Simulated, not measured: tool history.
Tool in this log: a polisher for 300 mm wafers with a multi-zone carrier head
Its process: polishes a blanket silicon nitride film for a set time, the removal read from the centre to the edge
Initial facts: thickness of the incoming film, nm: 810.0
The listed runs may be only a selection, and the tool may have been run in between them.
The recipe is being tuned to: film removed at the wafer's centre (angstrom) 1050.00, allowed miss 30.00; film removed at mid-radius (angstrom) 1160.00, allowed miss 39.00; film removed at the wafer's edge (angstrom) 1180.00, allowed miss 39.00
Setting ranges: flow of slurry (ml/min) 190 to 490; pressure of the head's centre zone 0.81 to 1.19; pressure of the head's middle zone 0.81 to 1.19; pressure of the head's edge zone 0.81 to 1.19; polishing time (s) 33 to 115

run  hour  flow of slurry (ml/min)  pressure of the head's centre zone  pressure of the head's middle zone  pressure of the head's edge zone  polishing time (s)  film removed at the wafer's centre (angstrom)  film removed at mid-radius (angstrom)  film removed at the wafer's edge (angstrom)
  1   0.0                      315                                1.00                                1.00                              1.00                  73                                         793.80                                 771.54                                       784.98
  2   2.3                      315                                0.99                                1.01                              1.02                  77                                         819.61                                 815.88                                       858.10
  3   8.6                      320                                1.00                                1.04                              1.03                  79                                         855.26                                 882.42                                       870.72
  4  16.0                      320                                1.00                                1.04                              1.05                  82                                         888.96                                 908.71                                       907.70
  5  18.0                      320                                0.99                                1.04                              1.06                  85                                         915.08                                 948.29                                       946.75
  6  23.5                      320                                1.05                                1.04                              1.06                  85                                         971.61                                 940.90                                       963.53
  7  30.8                      315                                1.04                                1.05                              1.08                  87                                         972.65                                 975.58                                       992.49
  8  35.5                      315                                1.03                                1.06                              1.10                  89                                         992.52                                1000.30                                      1017.60
  9  36.8                      320                                1.02                                1.06                              1.11                  91                                        1006.10                                1041.80                                      1037.30
 10  37.6                      310                                1.01                                1.06                              1.12                  93                                         995.07                                1022.40                                      1079.30
 11  42.2                      315                                1.01                                1.07                              1.13                  94                                        1043.30                                1071.60                                      1113.10
 12  50.4                      320                                1.00                                1.08                              1.14                  94                                        1018.90                                1073.00                                      1097.50
 13  57.7                      320                                1.00                                1.08                              1.15                  95                                        1027.00                                1100.70                                      1125.20
 14  58.7                      325                                1.00                                1.08                              1.16                  95                                        1037.40                                1076.50                                      1116.60
 15  64.8                      325                                1.00                                1.08                              1.16                  95                                        1028.10                                1101.10                                      1118.80
 16  72.7                      325                                1.00                                1.08                              1.16                  96                                        1045.50                                1079.60                                      1128.60
 17  74.0                      315                                1.00                                1.09                              1.16                  96                                        1041.60                                1097.50                                      1148.50

Which one of the following 5 next-run settings gets every result inside its allowed miss? There is exactly one.
  A  75.3                      190                                1.02                                0.96                              1.19                 101                                              ?                                      ?                                            ?
  B  75.3                      350                                0.95                                1.08                              1.14                 101                                              ?                                      ?                                            ?
  C  75.3                      190                                1.01                                0.99                              1.19                  99                                              ?                                      ?                                            ?
  D  75.3                      360                                1.08                                1.17                              1.18                  92                                              ?                                      ?                                            ?
  E  75.3                      200                                0.96                                0.98                              1.19                 104                                              ?                                      ?                                            ?

move  film removed at the wafer's centre (angstrom)  film removed at mid-radius (angstrom)  film removed at the wafer's edge (angstrom)
   A                                        1068.40                                1002.70                                      1155.00
   B                                        1052.90                                1166.40                                      1172.30
   C                                        1037.10                                1008.70                                      1131.70
   D                                        1094.50                                1139.50                                      1087.50
   E                                        1040.70                                1056.00                                      1193.30
A: misses by more than the last run did
B: all results land within tolerance of their targets
C: misses by more than the last run did
D: puts the biggest miss on target and leaves a different result outside tolerance
E: misses by more than the last run did
Move B is the one to make.
